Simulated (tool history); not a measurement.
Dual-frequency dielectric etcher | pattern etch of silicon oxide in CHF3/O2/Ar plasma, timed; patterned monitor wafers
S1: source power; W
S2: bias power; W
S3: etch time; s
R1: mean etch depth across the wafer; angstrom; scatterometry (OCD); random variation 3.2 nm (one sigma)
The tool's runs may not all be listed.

| run | hour | S1 | S2 | S3 | R1 |
|---|---|---|---|---|---|
| 1 | 0.0 | 670 | 218 | 291.5 | 6380.1 |
| 2 | 2.2 | 640 | 216 | 291.5 | 6219.2 |
| 3 | 3.0 | 620 | 215 | 291.5 | 6113.6 |
| 4 | 9.9 | 600 | 214 | 291.5 | 6098.0 |
| 5 | 13.0 | 580 | 213 | 291.5 | 5927.4 |
| 6 | 17.7 | 580 | 247 | 291.5 | 6304.3 |
| 7 | 21.5 | 550 | 246 | 291.5 | 6166.1 |

The next listed run, before its measurement:
| 8 | 27.1 | 530 | 245 | 291.5 | ? |

Run 8 gave R1 5976.2 angstrom.
